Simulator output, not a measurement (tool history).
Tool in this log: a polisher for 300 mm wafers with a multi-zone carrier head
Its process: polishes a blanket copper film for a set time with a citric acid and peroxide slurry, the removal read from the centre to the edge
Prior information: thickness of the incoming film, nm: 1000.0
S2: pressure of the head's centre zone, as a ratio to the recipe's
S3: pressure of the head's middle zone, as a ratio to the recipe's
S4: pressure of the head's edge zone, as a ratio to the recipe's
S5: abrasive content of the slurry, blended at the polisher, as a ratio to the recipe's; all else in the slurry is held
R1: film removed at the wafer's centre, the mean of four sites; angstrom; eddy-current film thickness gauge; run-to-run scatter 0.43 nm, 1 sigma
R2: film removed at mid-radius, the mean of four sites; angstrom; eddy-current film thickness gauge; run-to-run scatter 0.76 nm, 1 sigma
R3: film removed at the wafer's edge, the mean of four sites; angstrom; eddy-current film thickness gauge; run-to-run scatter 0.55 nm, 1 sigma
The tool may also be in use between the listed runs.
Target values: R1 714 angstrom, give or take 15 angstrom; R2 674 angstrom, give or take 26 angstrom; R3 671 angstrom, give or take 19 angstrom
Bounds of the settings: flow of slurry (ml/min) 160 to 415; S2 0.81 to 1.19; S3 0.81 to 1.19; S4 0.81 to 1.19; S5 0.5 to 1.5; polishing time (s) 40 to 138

Run 1, hour 0: flow of slurry (ml/min) 265, S2 1, S3 1, S4 1, S5 1, polishing time (s) 88. Result: R1 1172.3 angstrom, R2 1190 angstrom, R3 1246.1 angstrom.
Run 2, hour 3: flow of slurry (ml/min) 275, S2 1.01, S3 0.99, S4 0.95, S5 0.85, polishing time (s) 76. Result: R1 1012.1 angstrom, R2 1007.6 angstrom, R3 1006 angstrom.
Run 3, hour 7.7: flow of slurry (ml/min) 335, S2 1.01, S3 0.99, S4 0.95, S5 0.85, polishing time (s) 76. Result: R1 1051.1 angstrom, R2 1003.6 angstrom, R3 1052.3 angstrom.
Run 4, hour 13.4: flow of slurry (ml/min) 335, S2 1.01, S3 0.99, S4 1.01, S5 0.85, polishing time (s) 76. Result: R1 1043.9 angstrom, R2 1004.1 angstrom, R3 1076 angstrom.
Run 5, hour 18.1: flow of slurry (ml/min) 280, S2 1.01, S3 0.99, S4 1.01, S5 0.85, polishing time (s) 76. Result: R1 1010.9 angstrom, R2 993.75 angstrom, R3 1036.7 angstrom.
Run 6, hour 26.1: flow of slurry (ml/min) 280, S2 1.01, S3 0.99, S4 1.01, S5 0.85, polishing time (s) 96. Result: R1 1281.9 angstrom, R2 1268.1 angstrom, R3 1315.2 angstrom.
Run 7, hour 31.9: flow of slurry (ml/min) 260, S2 1, S3 0.95, S4 0.96, S5 0.75, polishing time (s) 84. Result: R1 1065.6 angstrom, R2 997.11 angstrom, R3 1095 angstrom.
Run 8, hour 34.7: flow of slurry (ml/min) 240, S2 1, S3 0.96, S4 0.92, S5 0.65, polishing time (s) 75. Result: R1 897.67 angstrom, R2 879.47 angstrom, R3 921.27 angstrom.
At hour 37.2: slurry nozzle cleaned.
Run 9, hour 37.2: flow of slurry (ml/min) 235, S2 1.02, S3 0.96, S4 0.89, S5 0.6, polishing time (s) 69. Result: R1 933.47 angstrom, R2 857.37 angstrom, R3 884.08 angstrom.
Run 10, hour 44.8: flow of slurry (ml/min) 240, S2 1.01, S3 0.96, S4 0.87, S5 0.55, polishing time (s) 62. Result: R1 821.11 angstrom, R2 753.79 angstrom, R3 777.46 angstrom.
Run 11, hour 47.7: flow of slurry (ml/min) 240, S2 1, S3 0.96, S4 0.85, S5 0.55, polishing time (s) 59. Result: R1 767.91 angstrom, R2 721.36 angstrom, R3 737 angstrom.
Run 12, hour 54.7: flow of slurry (ml/min) 240, S2 1, S3 0.96, S4 0.84, S5 0.55, polishing time (s) 57. Result: R1 742.75 angstrom, R2 700.39 angstrom, R3 696.19 angstrom.
Run 13, hour 61.2: flow of slurry (ml/min) 235, S2 1, S3 0.95, S4 0.83, S5 0.55, polishing time (s) 57. Result: R1 739.66 angstrom, R2 691.96 angstrom, R3 696.99 angstrom.
Run 14, hour 62.9: flow of slurry (ml/min) 230, S2 1, S3 0.95, S4 0.82, S5 0.55, polishing time (s) 57. Result: R1 739.61 angstrom, R2 706.81 angstrom, R3 692.24 angstrom.
Run 15, hour 67: flow of slurry (ml/min) 225, S2 1, S3 0.94, S4 0.82, S5 0.55, polishing time (s) 57. Result: R1 736.19 angstrom, R2 683.83 angstrom, R3 679.48 angstrom.

5 next moves are on the table. One of them brings every result within its allowed miss. Which?
Run A, hour 71.1: flow of slurry (ml/min) 185, S2 1.02, S3 0.98, S4 0.84, S5 0.5, polishing time (s) 57. Result: R1 ?, R2 ?, R3 ?.
Run B, hour 71.1: flow of slurry (ml/min) 195, S2 0.96, S3 0.96, S4 0.82, S5 0.55, polishing time (s) 56. Result: R1 ?, R2 ?, R3 ?.
Run C, hour 71.1: flow of slurry (ml/min) 190, S2 0.99, S3 1.06, S4 0.81, S5 0.75, polishing time (s) 54. Result: R1 ?, R2 ?, R3 ?.
Run D, hour 71.1: flow of slurry (ml/min) 180, S2 1.07, S3 1.02, S4 0.81, S5 0.65, polishing time (s) 52. Result: R1 ?, R2 ?, R3 ?.
Run E, hour 71.1: flow of slurry (ml/min) 290, S2 1.03, S3 0.93, S4 0.81, S5 0.6, polishing time (s) 54. Result: R1 ?, R2 ?, R3 ?.

move      R1      R2      R3
   A  708.29  664.36   665.9
   B   672.7  658.75   664.4
   C  705.28  727.86  672.26
   D  706.82  653.56  625.98
   E  751.64  663.35  675.23
A: in spec on every target
B: takes the result that was furthest off past its target
C: the worst result of the last run now meets its target, but another is out of spec
D: the worst result of the last run now meets its target, but another is out of spec
E: lands further from the targets than the last run did
The move that meets every target is A.

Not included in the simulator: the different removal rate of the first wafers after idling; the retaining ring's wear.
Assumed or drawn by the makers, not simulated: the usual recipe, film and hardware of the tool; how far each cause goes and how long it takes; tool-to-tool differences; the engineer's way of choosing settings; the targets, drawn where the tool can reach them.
